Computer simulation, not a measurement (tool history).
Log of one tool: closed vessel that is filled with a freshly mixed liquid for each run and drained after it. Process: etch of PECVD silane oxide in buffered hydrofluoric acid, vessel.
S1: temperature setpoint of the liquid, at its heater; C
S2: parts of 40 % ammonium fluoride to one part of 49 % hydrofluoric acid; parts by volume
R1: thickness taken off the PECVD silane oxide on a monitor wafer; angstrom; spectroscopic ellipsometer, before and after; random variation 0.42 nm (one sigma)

run 1 day=0 | S1=22 S2=7.5 time_in_the_liquid_(s)=30 | R1=797.13
run 2 day=0.354 | S1=22 S2=6.5 time_in_the_liquid_(s)=30 | R1=928.88
run 3 day=0.638 | S1=22 S2=6.5 time_in_the_liquid_(s)=30 | R1=916.47
run 4 day=0.875 | S1=22 S2=5 time_in_the_liquid_(s)=30 | R1=1159.3
run 5 day=1.121 | S1=21 S2=6 time_in_the_liquid_(s)=30 | R1=933.34
run 6 day=1.229 | S1=18 S2=6 time_in_the_liquid_(s)=30 | R1=786.9
run 7 day=1.267 | S1=18 S2=6.5 time_in_the_liquid_(s)=30 | R1=717.4
run 8 day=1.508 | S1=18 S2=7 time_in_the_liquid_(s)=30 | R1=684.02
run 9 day=1.667 | S1=18 S2=7.5 time_in_the_liquid_(s)=30 | R1=635.43
run 10 day=1.7 | S1=18 S2=8 time_in_the_liquid_(s)=30 | R1=607.41
run 11 day=1.746 | S1=18 S2=8.5 time_in_the_liquid_(s)=30 | R1=556.35
run 12 day=2.112 | S1=18 S2=9 time_in_the_liquid_(s)=30 | R1=514.47

Run 13 comes next. What will it give?
run 13 day=2.338 | S1=17.5 S2=9.5 time_in_the_liquid_(s)=30 | R1=?

Run 13 gave R1 482.17 angstrom.

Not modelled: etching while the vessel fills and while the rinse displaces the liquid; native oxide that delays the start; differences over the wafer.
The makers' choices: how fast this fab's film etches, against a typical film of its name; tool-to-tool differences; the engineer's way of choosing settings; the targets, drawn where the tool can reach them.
